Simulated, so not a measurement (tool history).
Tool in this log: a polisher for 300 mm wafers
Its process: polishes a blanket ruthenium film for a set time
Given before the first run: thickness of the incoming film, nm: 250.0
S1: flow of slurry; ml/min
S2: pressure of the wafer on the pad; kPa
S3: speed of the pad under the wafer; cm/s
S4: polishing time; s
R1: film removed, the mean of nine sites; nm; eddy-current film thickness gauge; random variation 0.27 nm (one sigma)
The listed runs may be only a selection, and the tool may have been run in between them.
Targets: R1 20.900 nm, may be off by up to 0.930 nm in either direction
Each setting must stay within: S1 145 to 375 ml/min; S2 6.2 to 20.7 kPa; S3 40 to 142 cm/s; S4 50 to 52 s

Run 1, hour 0.0: S1 240 ml/min, S2 13.1 kPa, S3 90 cm/s, S4 50 s. Result: R1 41.423 nm.
Run 2, hour 8.5: S1 240 ml/min, S2 13.1 kPa, S3 90 cm/s, S4 52 s. Result: R1 44.715 nm.
Run 3, hour 12.2: S1 240 ml/min, S2 13.1 kPa, S3 78 cm/s, S4 52 s. Result: R1 37.746 nm.
Run 4, hour 17.4: S1 240 ml/min, S2 14.5 kPa, S3 78 cm/s, S4 52 s. Result: R1 40.823 nm.
Run 5, hour 18.5: S1 240 ml/min, S2 11.7 kPa, S3 74 cm/s, S4 52 s. Result: R1 33.463 nm.
Run 6, hour 20.8: S1 240 ml/min, S2 11.7 kPa, S3 74 cm/s, S4 50 s. Result: R1 31.604 nm.
Run 7, hour 27.0: S1 240 ml/min, S2 10.3 kPa, S3 72 cm/s, S4 50 s. Result: R1 27.816 nm.
Run 8, hour 30.1: S1 240 ml/min, S2 9.0 kPa, S3 72 cm/s, S4 50 s. Result: R1 25.396 nm.
Run 9, hour 35.5: S1 240 ml/min, S2 8.3 kPa, S3 72 cm/s, S4 50 s. Result: R1 23.996 nm.
Run 10, hour 41.2: S1 240 ml/min, S2 7.6 kPa, S3 72 cm/s, S4 50 s. Result: R1 22.131 nm.

Of the 4 settings listed for the next run, only one would bring every result within its allowed miss of target. Which one?
Run A, hour 46.9: S1 270 ml/min, S2 6.9 kPa, S3 78 cm/s, S4 50 s. Result: R1 ?.
Run B, hour 46.9: S1 250 ml/min, S2 9.0 kPa, S3 68 cm/s, S4 50 s. Result: R1 ?.
Run C, hour 46.9: S1 260 ml/min, S2 9.7 kPa, S3 62 cm/s, S4 50 s. Result: R1 ?.
Run D, hour 46.9: S1 185 ml/min, S2 7.6 kPa, S3 70 cm/s, S4 52 s. Result: R1 ?.

move      R1
   A  22.139
   B  23.187
   C  22.612
   D  20.533
A: roughly where the last run was
B: the biggest miss grows against the last run
C: the biggest miss grows against the last run
D: in spec on every target
D is the move that brings every result within its allowed miss.
